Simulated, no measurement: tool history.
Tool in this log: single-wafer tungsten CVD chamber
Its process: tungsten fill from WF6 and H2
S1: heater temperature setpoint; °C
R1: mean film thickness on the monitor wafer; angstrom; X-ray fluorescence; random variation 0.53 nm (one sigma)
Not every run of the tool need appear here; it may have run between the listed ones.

run 1 hour=0.0 | S1=385 chamber_pressure_(mTorr)=29800 deposition_time_(s)=36.8 | R1=797.28
run 2 hour=8.5 | S1=385 chamber_pressure_(mTorr)=27700 deposition_time_(s)=36.8 | R1=774.03
run 3 hour=12.9 | S1=377 chamber_pressure_(mTorr)=27700 deposition_time_(s)=36.8 | R1=644.78
run 4 hour=16.6 | S1=377 chamber_pressure_(mTorr)=32200 deposition_time_(s)=36.8 | R1=677.06
run 5 hour=20.0 | S1=384 chamber_pressure_(mTorr)=32400 deposition_time_(s)=36.8 | R1=798.70
run 6 hour=24.0 | S1=384 chamber_pressure_(mTorr)=32400 deposition_time_(s)=36.8 | R1=802.00
run 7 hour=31.0 | S1=389 chamber_pressure_(mTorr)=32500 deposition_time_(s)=36.8 | R1=897.47
run 8 hour=36.7 | S1=392 chamber_pressure_(mTorr)=32600 deposition_time_(s)=36.8 | R1=951.35
run 9 hour=41.4 | S1=395 chamber_pressure_(mTorr)=32700 deposition_time_(s)=36.8 | R1=1015.30

What will run 10 give?
run 10 hour=49.0 | S1=395 chamber_pressure_(mTorr)=32700 deposition_time_(s)=36.8 | R1=?

R1: 1017.20 angstrom

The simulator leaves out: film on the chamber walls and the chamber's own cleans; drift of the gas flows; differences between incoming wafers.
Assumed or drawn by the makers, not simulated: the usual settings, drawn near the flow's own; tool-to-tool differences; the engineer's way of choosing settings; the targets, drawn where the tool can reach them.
